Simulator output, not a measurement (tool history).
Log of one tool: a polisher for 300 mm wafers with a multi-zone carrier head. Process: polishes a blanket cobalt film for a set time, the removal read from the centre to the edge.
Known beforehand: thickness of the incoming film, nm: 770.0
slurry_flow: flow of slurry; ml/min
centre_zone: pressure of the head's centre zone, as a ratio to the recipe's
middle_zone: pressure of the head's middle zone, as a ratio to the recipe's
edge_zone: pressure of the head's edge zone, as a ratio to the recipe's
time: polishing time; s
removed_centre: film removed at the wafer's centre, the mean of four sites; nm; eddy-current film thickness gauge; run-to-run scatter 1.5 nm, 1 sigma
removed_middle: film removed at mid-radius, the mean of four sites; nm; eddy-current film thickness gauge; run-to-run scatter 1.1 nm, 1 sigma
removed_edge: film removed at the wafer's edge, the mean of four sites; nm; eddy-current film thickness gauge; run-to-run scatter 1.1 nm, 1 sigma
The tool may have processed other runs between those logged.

| run | hour | slurry_flow | centre_zone | middle_zone | edge_zone | time | removed_centre | removed_middle | removed_edge |
|---|---|---|---|---|---|---|---|---|---|
| 1 | 0 | 130 | 1 | 1 | 1 | 56 | 215.24 | 215.55 | 217.07 |
| 2 | 1.6 | 130 | 1 | 1 | 1 | 48 | 188.22 | 183.78 | 184.75 |
| 3 | 3 | 130 | 1 | 1 | 1.03 | 48 | 184.96 | 184.57 | 187.02 |
| 4 | 5.2 | 130 | 1 | 1 | 1.03 | 34 | 132.43 | 132.45 | 132.63 |
| 5 | 10.2 | 130 | 0.99 | 0.99 | 1.05 | 34 | 129.9 | 130.95 | 135.42 |
| 6 | 12.1 | 130 | 0.96 | 0.99 | 1.05 | 34 | 126.25 | 132.86 | 133.48 |

For run 7, what comes out?
| 7 | 20.4 | 130 | 0.96 | 0.98 | 1.07 | 34 | ? | ? | ? |

{"run 7": {"removed_centre": 126.37, "removed_middle": 129.92, "removed_edge": 135.84}}

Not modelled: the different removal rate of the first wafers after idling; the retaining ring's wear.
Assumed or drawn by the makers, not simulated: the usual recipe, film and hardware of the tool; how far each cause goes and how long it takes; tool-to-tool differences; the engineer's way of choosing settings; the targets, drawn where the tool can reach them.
